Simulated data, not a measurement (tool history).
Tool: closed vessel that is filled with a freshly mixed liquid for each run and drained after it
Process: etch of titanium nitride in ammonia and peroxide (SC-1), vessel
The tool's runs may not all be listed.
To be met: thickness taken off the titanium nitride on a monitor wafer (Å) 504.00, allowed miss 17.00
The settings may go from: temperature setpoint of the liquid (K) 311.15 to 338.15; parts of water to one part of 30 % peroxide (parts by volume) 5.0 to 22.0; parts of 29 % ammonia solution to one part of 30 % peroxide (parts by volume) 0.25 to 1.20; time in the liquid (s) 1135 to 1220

run  hour  temperature setpoint of the liquid (K)  parts of water to one part of 30 % peroxide (parts by volume)  parts of 29 % ammonia solution to one part of 30 % peroxide (parts by volume)  time in the liquid (s)  thickness taken off the titanium nitride on a monitor wafer (Å)
  1   0.0                                  322.15                                                           12.5                                                                           0.95                    1135                                                           744.20
  2   4.4                                  322.15                                                           12.5                                                                           0.95                    1220                                                           803.12
  3   6.8                                  320.15                                                           12.5                                                                           0.95                    1220                                                           701.44
  4  10.0                                  318.65                                                           12.5                                                                           0.95                    1220                                                           634.90
  5  14.4                                  317.65                                                           12.5                                                                           0.95                    1220                                                           587.46
  6  15.2                                  317.65                                                           12.5                                                                           0.65                    1220                                                           548.81
  7  19.9                                  317.15                                                           12.5                                                                           0.65                    1220                                                           524.22
  8  25.4                                  317.15                                                           12.5                                                                           0.65                    1220                                                           527.22

Which of these 4 next moves meets every target?
  A  30.9                                  314.65                                                            8.5                                                                           0.65                    1160                                                                ?
  B  30.9                                  320.15                                                           12.5                                                                           0.25                    1195                                                                ?
  C  30.9                                  319.15                                                           14.0                                                                           0.55                    1220                                                                ?
  D  30.9                                  318.15                                                           12.5                                                                           0.75                    1150                                                                ?

move  thickness taken off the titanium nitride on a monitor wafer (Å)
   A                                                           510.65
   B                                                           541.99
   C                                                           559.81
   D                                                           550.16
A: meets every target
B: further off than the last run
C: further off than the last run
D: further off than the last run
The right move is A.
